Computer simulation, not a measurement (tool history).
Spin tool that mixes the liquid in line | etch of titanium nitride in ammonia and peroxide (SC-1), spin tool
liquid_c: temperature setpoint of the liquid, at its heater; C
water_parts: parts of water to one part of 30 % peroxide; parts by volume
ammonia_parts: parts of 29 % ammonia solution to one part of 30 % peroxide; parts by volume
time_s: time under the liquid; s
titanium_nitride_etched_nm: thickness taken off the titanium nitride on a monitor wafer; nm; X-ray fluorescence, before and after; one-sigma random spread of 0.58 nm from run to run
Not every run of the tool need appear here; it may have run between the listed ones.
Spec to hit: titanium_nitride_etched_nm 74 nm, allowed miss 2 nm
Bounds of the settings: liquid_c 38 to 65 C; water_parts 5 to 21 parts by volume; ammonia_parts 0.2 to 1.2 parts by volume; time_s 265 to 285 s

run 1 hour=0 | liquid_c=49 water_parts=11.5 ammonia_parts=0.8 time_s=265 | titanium_nitride_etched_nm=31.839
run 2 hour=7.6 | liquid_c=49 water_parts=11.5 ammonia_parts=0.9 time_s=265 | titanium_nitride_etched_nm=32.303
run 3 hour=16.3 | liquid_c=49 water_parts=11.5 ammonia_parts=0.9 time_s=285 | titanium_nitride_etched_nm=35.021
run 4 hour=24.6 | liquid_c=44.5 water_parts=11.5 ammonia_parts=0.9 time_s=285 | titanium_nitride_etched_nm=25.186
run 5 hour=32.4 | liquid_c=44.5 water_parts=7.5 ammonia_parts=0.9 time_s=285 | titanium_nitride_etched_nm=31.352
run 6 hour=39.5 | liquid_c=44.5 water_parts=7.5 ammonia_parts=1.15 time_s=285 | titanium_nitride_etched_nm=32.828
run 7 hour=44.7 | liquid_c=48 water_parts=7.5 ammonia_parts=1.15 time_s=285 | titanium_nitride_etched_nm=41.444
run 8 hour=48.7 | liquid_c=50.5 water_parts=7.5 ammonia_parts=1.15 time_s=285 | titanium_nitride_etched_nm=49.2
run 9 hour=55 | liquid_c=52.5 water_parts=7.5 ammonia_parts=1.15 time_s=285 | titanium_nitride_etched_nm=57.175
run 10 hour=61.4 | liquid_c=53.5 water_parts=7.5 ammonia_parts=1.15 time_s=285 | titanium_nitride_etched_nm=60.491
run 11 hour=70.2 | liquid_c=53.5 water_parts=7.5 ammonia_parts=1.15 time_s=285 | titanium_nitride_etched_nm=60.458
run 12 hour=77 | liquid_c=54.5 water_parts=7.5 ammonia_parts=1.15 time_s=285 | titanium_nitride_etched_nm=63.861
run 13 hour=85.8 | liquid_c=55 water_parts=7.5 ammonia_parts=1.15 time_s=285 | titanium_nitride_etched_nm=66.04
run 14 hour=89.1 | liquid_c=55.5 water_parts=7.5 ammonia_parts=1.15 time_s=285 | titanium_nitride_etched_nm=68.72
run 15 hour=89.8 | liquid_c=56 water_parts=7.5 ammonia_parts=1.15 time_s=285 | titanium_nitride_etched_nm=71.809
-- hour=90.4 thermometer replaced
run 16 hour=90.4 | liquid_c=56 water_parts=7.5 ammonia_parts=1.15 time_s=285 | titanium_nitride_etched_nm=61.119
run 17 hour=96.3 | liquid_c=57.5 water_parts=7.5 ammonia_parts=1.15 time_s=285 | titanium_nitride_etched_nm=66.635

Consider the 4 candidate settings below. Which is the only one whose results all fall within their allowed miss of target?
run A hour=102.2 | liquid_c=56 water_parts=5 ammonia_parts=1.2 time_s=285 | titanium_nitride_etched_nm=?
run B hour=102.2 | liquid_c=56 water_parts=6 ammonia_parts=1.2 time_s=285 | titanium_nitride_etched_nm=?
run C hour=102.2 | liquid_c=58 water_parts=6.5 ammonia_parts=1.2 time_s=265 | titanium_nitride_etched_nm=?
run D hour=102.2 | liquid_c=57 water_parts=5.5 ammonia_parts=1.05 time_s=265 | titanium_nitride_etched_nm=?

move=A titanium_nitride_etched_nm=73.921
move=B titanium_nitride_etched_nm=68.372
move=C titanium_nitride_etched_nm=70.119
move=D titanium_nitride_etched_nm=69.547
A: meets every target
B: moves toward the targets from the last run without getting all of them in spec
C: moves toward the targets from the last run without getting all of them in spec
D: moves toward the targets from the last run without getting all of them in spec
So the answer is move A, the one that meets all the targets.

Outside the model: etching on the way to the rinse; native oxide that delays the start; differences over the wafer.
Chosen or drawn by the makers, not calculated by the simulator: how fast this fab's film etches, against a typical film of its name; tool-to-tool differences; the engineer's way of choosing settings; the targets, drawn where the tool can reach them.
